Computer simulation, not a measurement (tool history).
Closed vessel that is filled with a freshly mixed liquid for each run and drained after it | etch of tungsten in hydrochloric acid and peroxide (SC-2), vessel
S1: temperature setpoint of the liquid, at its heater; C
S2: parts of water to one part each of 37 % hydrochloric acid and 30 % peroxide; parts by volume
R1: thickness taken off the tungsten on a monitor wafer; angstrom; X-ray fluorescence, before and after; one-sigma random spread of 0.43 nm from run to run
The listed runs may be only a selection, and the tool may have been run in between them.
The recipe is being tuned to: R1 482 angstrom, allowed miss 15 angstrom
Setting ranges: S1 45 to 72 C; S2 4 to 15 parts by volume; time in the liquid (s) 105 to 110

{"run": 1, "day": 0.0, "S1": 61, "S2": 8.5, "time in the liquid (s)": 105, "R1": 609.67}
{"run": 2, "day": 0.171, "S1": 60.5, "S2": 8.5, "time in the liquid (s)": 105, "R1": 594.53}
{"run": 3, "day": 0.458, "S1": 63.5, "S2": 8.5, "time in the liquid (s)": 105, "R1": 708.24}
{"run": 4, "day": 0.546, "S1": 63.5, "S2": 10.5, "time in the liquid (s)": 105, "R1": 592.77}
{"run": 5, "day": 0.85, "S1": 63.5, "S2": 10.5, "time in the liquid (s)": 105, "R1": 598.46}
{"run": 6, "day": 1.183, "S1": 70, "S2": 10.5, "time in the liquid (s)": 105, "R1": 902.43}
{"run": 7, "day": 1.296, "S1": 62, "S2": 10.5, "time in the liquid (s)": 105, "R1": 543.27}
{"run": 8, "day": 1.421, "S1": 61.5, "S2": 10.5, "time in the liquid (s)": 105, "R1": 523.67}

4 next moves are on the table. One of them brings every result within its allowed miss. Which?
{"run": "A", "day": 1.546, "S1": 58, "S2": 9.5, "time in the liquid (s)": 110, "R1": "?"}
{"run": "B", "day": 1.546, "S1": 61.5, "S2": 10, "time in the liquid (s)": 110, "R1": "?"}
{"run": "C", "day": 1.546, "S1": 58.5, "S2": 11, "time in the liquid (s)": 110, "R1": "?"}
{"run": "D", "day": 1.546, "S1": 57, "S2": 9.5, "time in the liquid (s)": 110, "R1": "?"}

move=A R1=491.29
move=B R1=586.62
move=C R1=448.6
move=D R1=460.98
A: every result lands within tolerance
B: the biggest miss grows against the last run
C: carries the result that was furthest off beyond its target, to the other side
D: carries the result that was furthest off beyond its target, to the other side
Answer: A
